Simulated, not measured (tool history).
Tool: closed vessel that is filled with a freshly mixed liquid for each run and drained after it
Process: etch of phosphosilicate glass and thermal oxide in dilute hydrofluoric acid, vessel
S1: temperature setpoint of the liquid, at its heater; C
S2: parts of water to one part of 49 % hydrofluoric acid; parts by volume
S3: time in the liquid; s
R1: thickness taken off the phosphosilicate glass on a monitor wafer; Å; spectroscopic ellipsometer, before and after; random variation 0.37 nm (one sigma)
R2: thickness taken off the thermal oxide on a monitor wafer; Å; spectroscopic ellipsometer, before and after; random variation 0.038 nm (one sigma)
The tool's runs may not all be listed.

| run | hour | S1 | S2 | S3 | R1 | R2 |
|---|---|---|---|---|---|---|
| 1 | 0.0 | 24.0 | 205 | 175 | 425.69 | 34.785 |
| 2 | 5.4 | 25.5 | 205 | 175 | 442.12 | 36.694 |
| 3 | 9.9 | 26.5 | 200 | 175 | 476.00 | 39.038 |
| 4 | 12.1 | 27.0 | 200 | 175 | 479.32 | 39.881 |
| 5 | 13.0 | 24.5 | 200 | 175 | 442.34 | 35.956 |
| 6 | 19.9 | 26.0 | 200 | 175 | 468.61 | 38.540 |

For run 7, what comes out?
| 7 | 24.0 | 27.0 | 200 | 175 | ? | ? |

For run 7 the tool returned R1 485.23 Å, R2 40.064 Å.

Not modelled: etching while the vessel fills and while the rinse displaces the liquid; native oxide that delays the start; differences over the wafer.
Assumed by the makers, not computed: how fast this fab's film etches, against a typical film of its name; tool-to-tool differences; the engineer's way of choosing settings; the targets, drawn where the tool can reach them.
